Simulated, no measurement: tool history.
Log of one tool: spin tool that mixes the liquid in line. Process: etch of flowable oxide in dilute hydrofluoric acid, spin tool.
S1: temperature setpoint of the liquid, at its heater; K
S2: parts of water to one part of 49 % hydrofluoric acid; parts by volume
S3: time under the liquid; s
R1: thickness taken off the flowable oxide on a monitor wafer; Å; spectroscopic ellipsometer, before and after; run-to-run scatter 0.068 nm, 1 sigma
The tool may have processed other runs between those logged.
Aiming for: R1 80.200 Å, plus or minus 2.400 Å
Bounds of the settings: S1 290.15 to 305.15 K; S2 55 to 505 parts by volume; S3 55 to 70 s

run  hour      S1   S2  S3      R1
  1   0.0  297.15  280  70  50.751
  2   5.1  297.15  315  70  43.435
  3  11.5  297.15  235  70  61.732
  4  13.3  298.65  235  70  65.540
  5  15.4  295.15  235  70  58.148
  6  21.9  295.15  235  70  58.028
  7  23.2  296.65  235  70  61.630
  8  28.1  300.65  230  70  72.198
  9  33.2  301.15  230  70  74.908
 10  34.8  301.65  230  70  75.416
 11  43.2  302.15  230  70  76.429

Consider the 4 candidate settings below. Which is the only one whose results all fall within their allowed miss of target?
  A  51.6  302.65  245  70   ?
  B  51.6  298.65  165  55   ?
  C  51.6  302.65  230  65   ?
  D  51.6  303.15  205  65   ?

move      R1
   A  73.254
   B  81.357
   C  73.732
   D  86.704
A: moves away from the targets compared with the last run
B: in spec on every target
C: moves away from the targets compared with the last run
D: takes the biggest miss from the last run beyond its target
Move B is the one to make.
